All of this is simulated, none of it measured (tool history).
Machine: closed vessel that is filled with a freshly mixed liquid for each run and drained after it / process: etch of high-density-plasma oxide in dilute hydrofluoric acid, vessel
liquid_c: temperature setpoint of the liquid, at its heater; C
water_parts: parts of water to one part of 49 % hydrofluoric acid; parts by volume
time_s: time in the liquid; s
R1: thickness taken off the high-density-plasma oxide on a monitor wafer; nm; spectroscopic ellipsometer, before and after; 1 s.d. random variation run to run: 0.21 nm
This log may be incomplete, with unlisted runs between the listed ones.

run 1 hour=0 | liquid_c=26 water_parts=100 time_s=935 | R1=49.442
run 2 hour=5.3 | liquid_c=28.5 water_parts=100 time_s=935 | R1=54.047
run 3 hour=8.1 | liquid_c=28.5 water_parts=70 time_s=935 | R1=81.866
run 4 hour=14.6 | liquid_c=28.5 water_parts=100 time_s=935 | R1=53.879
run 5 hour=21.6 | liquid_c=28.5 water_parts=130 time_s=935 | R1=39.865
run 6 hour=28.6 | liquid_c=28.5 water_parts=95 time_s=935 | R1=57.028

Run 7 is up next; what results do you expect?
run 7 hour=29.7 | liquid_c=27.5 water_parts=95 time_s=935 | R1=?

R1: 55.41 nm

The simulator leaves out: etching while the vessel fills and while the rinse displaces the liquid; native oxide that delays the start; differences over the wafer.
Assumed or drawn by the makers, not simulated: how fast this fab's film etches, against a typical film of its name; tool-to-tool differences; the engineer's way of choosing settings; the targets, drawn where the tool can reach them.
